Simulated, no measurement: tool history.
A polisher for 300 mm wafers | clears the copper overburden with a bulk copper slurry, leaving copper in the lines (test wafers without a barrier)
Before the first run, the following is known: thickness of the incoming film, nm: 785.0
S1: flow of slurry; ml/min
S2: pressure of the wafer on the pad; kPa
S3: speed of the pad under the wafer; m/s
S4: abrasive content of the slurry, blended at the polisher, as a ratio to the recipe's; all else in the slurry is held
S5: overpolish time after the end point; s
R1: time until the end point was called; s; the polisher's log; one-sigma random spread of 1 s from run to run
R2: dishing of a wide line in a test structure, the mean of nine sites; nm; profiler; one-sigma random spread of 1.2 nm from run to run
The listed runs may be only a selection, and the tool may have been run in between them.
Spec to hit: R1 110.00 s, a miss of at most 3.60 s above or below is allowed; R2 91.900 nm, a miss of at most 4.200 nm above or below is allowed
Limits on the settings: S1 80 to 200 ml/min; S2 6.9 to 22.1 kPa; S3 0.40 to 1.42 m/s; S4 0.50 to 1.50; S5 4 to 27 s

run    day   S1    S2    S3    S4  S5      R1      R2
  1  0.000  130  14.5  0.90  1.00  14  145.69  52.689
  2  0.088  130  11.7  0.90  1.00  14  177.87  43.623
  3  0.250  130  11.7  0.74  1.00  14  209.89  36.641
  4  0.600  130  10.3  0.74  1.00  14  238.36  32.867
  5  0.712  130  10.3  0.74  1.00  17  233.06  39.841
  6  1.004  130  11.7  0.74  1.00  17  209.32  43.616
  7  1.200  130  12.4  0.74  1.00  17  195.86  46.142
  8  1.312  150  16.5  0.76  1.00  21  144.24  72.476
  9  1.583  150  17.2  0.76  1.00  21  137.36  72.650
 10  1.833  150  19.3  0.76  1.00  22  122.74  84.307
 11  1.967  155  19.3  0.76  1.00  22  121.97  85.616

Pick the move, out of 5, that brings all results within their allowed miss; only one does.
  A  2.100  135  19.3  0.68  0.95  22   ?   ?
  B  2.100  135  20.0  0.86  1.15  16   ?   ?
  C  2.100  170  21.4  0.78  0.85  19   ?   ?
  D  2.100  145  17.9  0.84  1.30  20   ?   ?
  E  2.100  180  19.3  0.88  0.70  22   ?   ?

move      R1      R2
   A  138.58  77.704
   B  107.37  74.416
   C  109.34  83.838
   D  117.73  80.905
   E  111.12  90.714
A: its largest miss is bigger than the last run's
B: the worst result of the last run now meets its target, but another is out of spec
C: the worst result of the last run now meets its target, but another is out of spec
D: nearer than the last run, and not there yet
E: every result within its allowed miss
The move that meets every target is E.
